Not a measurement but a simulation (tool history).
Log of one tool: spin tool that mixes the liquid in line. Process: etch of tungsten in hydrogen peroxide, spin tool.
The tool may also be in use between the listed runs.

run	hour	temperature setpoint of the liquid (C)	concentration of hydrogen peroxide in the mixed liquid (% by weight)	time under the liquid (s)	thickness taken off the tungsten on a monitor wafer (nm)
1	0.0	52.0	25.5	50	153.20
2	5.2	52.0	25.5	50	153.33
3	9.3	52.0	28.0	50	159.95
4	11.8	52.0	28.0	50	162.15
5	14.6	52.0	30.0	50	161.78
6	16.5	47.0	30.0	50	119.28
7	22.7	46.5	30.0	50	116.41

The next listed run, before its measurement:
8	28.1	46.0	30.0	50	?

thickness taken off the tungsten on a monitor wafer (nm): 112.18
